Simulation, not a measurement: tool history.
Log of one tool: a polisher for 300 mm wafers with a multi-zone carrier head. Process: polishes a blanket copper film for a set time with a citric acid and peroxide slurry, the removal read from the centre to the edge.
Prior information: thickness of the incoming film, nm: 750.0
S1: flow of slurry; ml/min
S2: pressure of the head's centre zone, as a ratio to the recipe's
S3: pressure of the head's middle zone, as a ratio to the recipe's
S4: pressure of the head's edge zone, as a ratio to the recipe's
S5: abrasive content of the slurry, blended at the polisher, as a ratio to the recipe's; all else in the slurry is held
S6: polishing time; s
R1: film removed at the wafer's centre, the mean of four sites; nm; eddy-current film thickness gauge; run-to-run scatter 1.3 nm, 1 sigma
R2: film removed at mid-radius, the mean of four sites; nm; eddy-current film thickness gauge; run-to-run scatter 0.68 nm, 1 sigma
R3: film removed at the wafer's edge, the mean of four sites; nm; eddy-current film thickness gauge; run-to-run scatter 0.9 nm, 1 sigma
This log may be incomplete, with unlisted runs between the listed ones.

{"run": 1, "hour": 0.0, "S1": 130, "S2": 1, "S3": 1, "S4": 1, "S5": 1, "S6": 59, "R1": 73.844, "R2": 75.695, "R3": 72.481}
{"run": 2, "hour": 4.9, "S1": 130, "S2": 1, "S3": 1, "S4": 1, "S5": 1.1, "S6": 59, "R1": 74.877, "R2": 78.33, "R3": 74.016}
{"run": 3, "hour": 10.0, "S1": 145, "S2": 1.04, "S3": 1.02, "S4": 1.05, "S5": 1.2, "S6": 60, "R1": 83.808, "R2": 83.5, "R3": 80.716}
{"run": 4, "hour": 18.4, "S1": 115, "S2": 1.04, "S3": 1.02, "S4": 1.05, "S5": 1.2, "S6": 60, "R1": 76.18, "R2": 78.771, "R3": 76.008}
{"run": 5, "hour": 22.8, "S1": 140, "S2": 1.05, "S3": 1.05, "S4": 1.07, "S5": 1.25, "S6": 60, "R1": 83.933, "R2": 85.768, "R3": 80.633}
{"run": 6, "hour": 31.2, "S1": 140, "S2": 1.05, "S3": 1.05, "S4": 1.07, "S5": 1.25, "S6": 67, "R1": 94.8, "R2": 95.339, "R3": 88.687}
{"run": 7, "hour": 39.0, "S1": 145, "S2": 1.04, "S3": 1.05, "S4": 1.08, "S5": 1.25, "S6": 67, "R1": 94.124, "R2": 95.421, "R3": 90.589}
{"run": 8, "hour": 39.7, "S1": 150, "S2": 1.04, "S3": 1.06, "S4": 1.08, "S5": 1.25, "S6": 67, "R1": 94.137, "R2": 98.427, "R3": 89.785}

Run 9 has not been measured yet. What should we expect?
{"run": 9, "hour": 41.9, "S1": 155, "S2": 1.04, "S3": 1.06, "S4": 1.08, "S5": 1.25, "S6": 67, "R1": "?", "R2": "?", "R3": "?"}

{"run 9": {"R1": 93.869, "R2": 96.475, "R3": 90.918}}
